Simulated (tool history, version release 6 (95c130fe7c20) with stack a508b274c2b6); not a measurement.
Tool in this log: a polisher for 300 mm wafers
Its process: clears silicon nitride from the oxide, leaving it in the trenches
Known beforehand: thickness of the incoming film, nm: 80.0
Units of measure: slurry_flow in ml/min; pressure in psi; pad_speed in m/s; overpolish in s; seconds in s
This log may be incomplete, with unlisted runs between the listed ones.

run  hour  slurry_flow  pressure  pad_speed  overpolish  seconds
  1     0          230       2.1       0.84           8   152.14
  2   2.6          230       2.2       0.84           8   148.22
  3  11.5          230       2.3       0.84           8   139.83
  4    15          230       2.4       0.84           8   133.51
  5  20.5          230       2.5       0.84           8   131.52
  6  23.5          230       2.6       0.84           8    123.2
  7  30.1          230       2.6       0.84           8   124.26
  8  34.6          230       2.7       0.84           8   119.28

For run 9, what comes out?
  9  37.3          230       2.8       0.84           8        ?

seconds: 117.09 s
